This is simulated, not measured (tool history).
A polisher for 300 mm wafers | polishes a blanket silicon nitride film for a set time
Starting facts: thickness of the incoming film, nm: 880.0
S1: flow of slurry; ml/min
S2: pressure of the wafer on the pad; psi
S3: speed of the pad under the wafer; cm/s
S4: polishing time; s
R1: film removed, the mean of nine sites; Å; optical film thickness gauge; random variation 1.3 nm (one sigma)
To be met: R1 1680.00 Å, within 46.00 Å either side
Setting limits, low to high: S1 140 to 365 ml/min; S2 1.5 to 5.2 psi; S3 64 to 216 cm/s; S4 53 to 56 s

| run | hour | S1 | S2 | S3 | S4 | R1 |
|---|---|---|---|---|---|---|
| 1 | 0.0 | 235 | 3.3 | 140 | 53 | 1115.80 |
| 2 | 7.4 | 185 | 3.3 | 140 | 53 | 1103.50 |
| 3 | 12.6 | 145 | 3.3 | 140 | 53 | 1070.80 |
| 4 | 15.5 | 145 | 3.3 | 106 | 53 | 954.93 |
| 5 | 24.4 | 145 | 3.8 | 106 | 53 | 1052.50 |
| 6 | 30.1 | 150 | 4.2 | 114 | 53 | 1194.10 |
| 7 | 32.9 | 150 | 4.5 | 120 | 53 | 1309.30 |
| 8 | 40.0 | 150 | 4.7 | 126 | 53 | 1384.50 |
| 9 | 46.3 | 155 | 4.8 | 132 | 53 | 1428.60 |
| 10 | 48.3 | 155 | 5.2 | 146 | 53 | 1600.40 |

5 candidate next runs follow, results not yet known. Just one meets every target within its allowed miss. Identify it.
| A | 50.3 | 140 | 4.9 | 150 | 54 | ? |
| B | 50.3 | 200 | 5.2 | 142 | 56 | ? |
| C | 50.3 | 215 | 5.1 | 122 | 55 | ? |
| D | 50.3 | 140 | 4.9 | 156 | 53 | ? |
| E | 50.3 | 140 | 5.2 | 168 | 56 | ? |

| move | R1 |
|---|---|
| A | 1554.40 |
| B | 1691.10 |
| C | 1529.50 |
| D | 1555.60 |
| E | 1794.10 |
A: its largest miss is bigger than the last run's
B: in spec on every target
C: its largest miss is bigger than the last run's
D: its largest miss is bigger than the last run's
E: takes the biggest miss from the last run beyond its target
Go with B: it meets all targets.
